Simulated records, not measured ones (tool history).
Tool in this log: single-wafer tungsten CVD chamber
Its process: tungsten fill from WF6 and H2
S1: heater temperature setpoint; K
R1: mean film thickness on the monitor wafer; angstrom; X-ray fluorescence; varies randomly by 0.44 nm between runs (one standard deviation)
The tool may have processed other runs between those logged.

run 1 hour=0.0 | S1=658.15 chamber_pressure_(mTorr)=38800 deposition_time_(s)=41.1 | R1=1048.90
run 2 hour=3.6 | S1=656.15 chamber_pressure_(mTorr)=38700 deposition_time_(s)=41.1 | R1=1017.70
run 3 hour=9.3 | S1=656.15 chamber_pressure_(mTorr)=38700 deposition_time_(s)=41.1 | R1=1033.10
run 4 hour=12.0 | S1=664.15 chamber_pressure_(mTorr)=38700 deposition_time_(s)=41.1 | R1=1178.20
run 5 hour=13.0 | S1=660.15 chamber_pressure_(mTorr)=38600 deposition_time_(s)=41.1 | R1=1103.50
run 6 hour=18.2 | S1=656.15 chamber_pressure_(mTorr)=38600 deposition_time_(s)=41.1 | R1=1014.40

Run 7 is up next; what results do you expect?
run 7 hour=19.4 | S1=654.15 chamber_pressure_(mTorr)=38600 deposition_time_(s)=41.1 | R1=?

R1: 976.75 angstrom
